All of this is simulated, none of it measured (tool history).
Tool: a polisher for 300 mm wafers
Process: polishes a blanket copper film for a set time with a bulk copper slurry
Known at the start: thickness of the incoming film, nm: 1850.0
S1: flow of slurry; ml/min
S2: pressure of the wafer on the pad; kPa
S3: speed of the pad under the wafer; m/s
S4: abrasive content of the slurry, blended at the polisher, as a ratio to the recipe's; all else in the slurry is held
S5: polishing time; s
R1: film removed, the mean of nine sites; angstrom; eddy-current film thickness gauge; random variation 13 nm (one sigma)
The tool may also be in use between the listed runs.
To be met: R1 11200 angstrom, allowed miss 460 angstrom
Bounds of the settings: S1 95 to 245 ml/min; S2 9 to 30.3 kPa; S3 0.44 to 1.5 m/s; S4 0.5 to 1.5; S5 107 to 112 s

Run 1, hour 0: S1 155 ml/min, S2 19.3 kPa, S3 0.96 m/s, S4 1, S5 107 s. Result: R1 8815.9 angstrom.
Run 2, hour 4.5: S1 155 ml/min, S2 20 kPa, S3 0.96 m/s, S4 1, S5 107 s. Result: R1 9053.5 angstrom.
Run 3, hour 10.4: S1 155 ml/min, S2 20 kPa, S3 0.96 m/s, S4 0.9, S5 107 s. Result: R1 8772.8 angstrom.
Run 4, hour 13.6: S1 155 ml/min, S2 20.7 kPa, S3 0.96 m/s, S4 0.9, S5 107 s. Result: R1 9087.8 angstrom.
Run 5, hour 14.5: S1 155 ml/min, S2 20.7 kPa, S3 0.96 m/s, S4 0.9, S5 112 s. Result: R1 9517.7 angstrom.
Run 6, hour 19.6: S1 190 ml/min, S2 20.7 kPa, S3 0.96 m/s, S4 0.9, S5 112 s. Result: R1 9862 angstrom.
Run 7, hour 24.3: S1 190 ml/min, S2 22.1 kPa, S3 0.96 m/s, S4 0.9, S5 112 s. Result: R1 10431 angstrom.
Run 8, hour 32.4: S1 190 ml/min, S2 22.8 kPa, S3 0.96 m/s, S4 0.9, S5 112 s. Result: R1 10506 angstrom.

4 next moves are on the table. One of them brings every result within its allowed miss. Which?
Run A, hour 40.5: S1 150 ml/min, S2 25.5 kPa, S3 1.06 m/s, S4 1, S5 107 s. Result: R1 ?.
Run B, hour 40.5: S1 200 ml/min, S2 22.8 kPa, S3 1.12 m/s, S4 0.9, S5 112 s. Result: R1 ?.
Run C, hour 40.5: S1 190 ml/min, S2 23.4 kPa, S3 0.98 m/s, S4 0.85, S5 112 s. Result: R1 ?.
Run D, hour 40.5: S1 225 ml/min, S2 25.5 kPa, S3 0.96 m/s, S4 0.95, S5 111 s. Result: R1 ?.

move     R1
   A  12649
   B  12547
   C  11057
   D  12353
A: takes the result that was furthest off past its target
B: takes the result that was furthest off past its target
C: meets every target
D: takes the result that was furthest off past its target
Answer: C

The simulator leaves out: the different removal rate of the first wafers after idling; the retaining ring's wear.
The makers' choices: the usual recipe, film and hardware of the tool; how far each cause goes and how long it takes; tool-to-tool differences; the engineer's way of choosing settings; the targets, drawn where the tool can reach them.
